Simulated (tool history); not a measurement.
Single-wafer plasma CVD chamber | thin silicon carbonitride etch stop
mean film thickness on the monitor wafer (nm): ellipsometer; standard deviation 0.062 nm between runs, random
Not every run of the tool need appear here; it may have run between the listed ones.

run	hour	RF power (kW)	deposition time (s)	mean film thickness on the monitor wafer (nm)
1	0.0	0.170	22.2	12.636
2	6.2	0.170	23.8	13.499
3	15.0	0.170	25.5	14.610
4	22.0	0.180	25.7	14.785
5	24.5	0.170	25.7	14.510
6	27.3	0.170	27.1	15.487

Run 7, settings as shown, results not yet in. Your forecast:
7	27.9	0.175	27.2	?

{"run 7": {"mean film thickness on the monitor wafer (nm)": 15.601}}

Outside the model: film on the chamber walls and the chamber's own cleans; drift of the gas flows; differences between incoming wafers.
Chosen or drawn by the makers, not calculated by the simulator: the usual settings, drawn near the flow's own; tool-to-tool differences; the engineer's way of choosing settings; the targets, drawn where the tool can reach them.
